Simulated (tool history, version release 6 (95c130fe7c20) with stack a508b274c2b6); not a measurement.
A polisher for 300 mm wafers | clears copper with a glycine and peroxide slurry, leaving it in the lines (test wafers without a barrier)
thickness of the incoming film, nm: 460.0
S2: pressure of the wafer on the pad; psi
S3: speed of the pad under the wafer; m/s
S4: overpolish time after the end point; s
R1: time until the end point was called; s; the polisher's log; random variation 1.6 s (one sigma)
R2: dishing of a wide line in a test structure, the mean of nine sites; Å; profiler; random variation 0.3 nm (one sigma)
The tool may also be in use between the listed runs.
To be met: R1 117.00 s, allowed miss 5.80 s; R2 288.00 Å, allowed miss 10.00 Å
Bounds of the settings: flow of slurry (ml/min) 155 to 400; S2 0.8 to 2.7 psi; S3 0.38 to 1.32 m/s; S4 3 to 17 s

Run 1, hour 0.0: flow of slurry (ml/min) 255, S2 1.7 psi, S3 0.84 m/s, S4 9 s. Result: R1 108.76 s, R2 232.50 Å.
Run 2, hour 6.1: flow of slurry (ml/min) 250, S2 1.7 psi, S3 0.84 m/s, S4 10 s. Result: R1 110.80 s, R2 261.61 Å.
Run 3, hour 9.5: flow of slurry (ml/min) 285, S2 1.7 psi, S3 0.84 m/s, S4 10 s. Result: R1 107.95 s, R2 264.93 Å.
Run 4, hour 17.5: flow of slurry (ml/min) 275, S2 1.7 psi, S3 0.84 m/s, S4 10 s. Result: R1 109.57 s, R2 265.11 Å.
Run 5, hour 20.5: flow of slurry (ml/min) 320, S2 1.7 psi, S3 0.84 m/s, S4 10 s. Result: R1 105.29 s, R2 265.88 Å.
Run 6, hour 23.9: flow of slurry (ml/min) 300, S2 1.7 psi, S3 0.84 m/s, S4 10 s. Result: R1 106.07 s, R2 268.73 Å.
Run 7, hour 28.5: flow of slurry (ml/min) 300, S2 1.7 psi, S3 0.84 m/s, S4 10 s. Result: R1 105.89 s, R2 261.80 Å.
Run 8, hour 36.4: flow of slurry (ml/min) 275, S2 1.7 psi, S3 0.84 m/s, S4 10 s. Result: R1 110.37 s, R2 262.36 Å.
Run 9, hour 39.7: flow of slurry (ml/min) 205, S2 1.8 psi, S3 0.84 m/s, S4 11 s. Result: R1 106.38 s, R2 285.76 Å.
Run 10, hour 42.0: flow of slurry (ml/min) 200, S2 1.7 psi, S3 0.84 m/s, S4 11 s. Result: R1 115.01 s, R2 276.06 Å.
Run 11, hour 42.5: flow of slurry (ml/min) 195, S2 1.7 psi, S3 0.84 m/s, S4 11 s. Result: R1 114.04 s, R2 272.69 Å.

4 next moves are on the table. One of them brings every result within its allowed miss. Which?
Run A, hour 43.0: flow of slurry (ml/min) 205, S2 1.7 psi, S3 0.80 m/s, S4 12 s. Result: R1 ?, R2 ?.
Run B, hour 43.0: flow of slurry (ml/min) 180, S2 1.7 psi, S3 0.84 m/s, S4 11 s. Result: R1 ?, R2 ?.
Run C, hour 43.0: flow of slurry (ml/min) 155, S2 1.6 psi, S3 1.08 m/s, S4 11 s. Result: R1 ?, R2 ?.
Run D, hour 43.0: flow of slurry (ml/min) 195, S2 1.7 psi, S3 0.80 m/s, S4 11 s. Result: R1 ?, R2 ?.

move      R1      R2
   A  116.51  293.62
   B  114.99  274.50
   C  103.06  300.34
   D  117.42  269.69
A: meets every target
B: nearer than the last run, and not there yet
C: takes the result that was furthest off past its target
D: further off than the last run
Answer: A
